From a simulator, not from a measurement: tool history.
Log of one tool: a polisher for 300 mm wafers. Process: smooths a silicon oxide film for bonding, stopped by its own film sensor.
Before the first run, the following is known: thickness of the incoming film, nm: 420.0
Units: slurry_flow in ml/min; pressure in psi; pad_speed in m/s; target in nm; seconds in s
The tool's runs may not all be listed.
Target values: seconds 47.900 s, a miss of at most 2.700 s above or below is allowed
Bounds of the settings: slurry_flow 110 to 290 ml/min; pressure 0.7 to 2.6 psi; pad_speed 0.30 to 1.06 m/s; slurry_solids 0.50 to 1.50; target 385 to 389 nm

run	hour	slurry_flow	pressure	pad_speed	slurry_solids	target	seconds
1	0.0	185	1.6	0.68	1.00	385	76.050
2	1.7	185	1.6	0.68	1.00	385	73.572
3	10.6	185	1.6	0.68	1.10	385	73.723
4	12.9	185	1.4	0.68	1.10	385	80.375
5	17.3	185	1.6	0.70	1.10	385	72.624
6	18.5	145	1.6	0.70	1.10	385	73.346
7	26.8	145	2.1	0.74	1.10	385	54.566
8	33.6	145	2.2	0.74	1.10	385	52.354

4 next moves are on the table. One of them brings every result within its allowed miss. Which?
A	40.4	175	2.5	0.68	1.10	389	?
B	40.4	110	1.7	0.90	1.35	388	?
C	40.4	155	2.2	0.78	1.10	387	?
D	40.4	135	2.3	0.54	1.15	386	?

move	seconds
A	42.621
B	53.704
C	47.426
D	62.278
A: the result that was furthest off in the last run now lies on the other side of its target
B: the biggest miss grows against the last run
C: meets every target
D: the biggest miss grows against the last run
Answer: C

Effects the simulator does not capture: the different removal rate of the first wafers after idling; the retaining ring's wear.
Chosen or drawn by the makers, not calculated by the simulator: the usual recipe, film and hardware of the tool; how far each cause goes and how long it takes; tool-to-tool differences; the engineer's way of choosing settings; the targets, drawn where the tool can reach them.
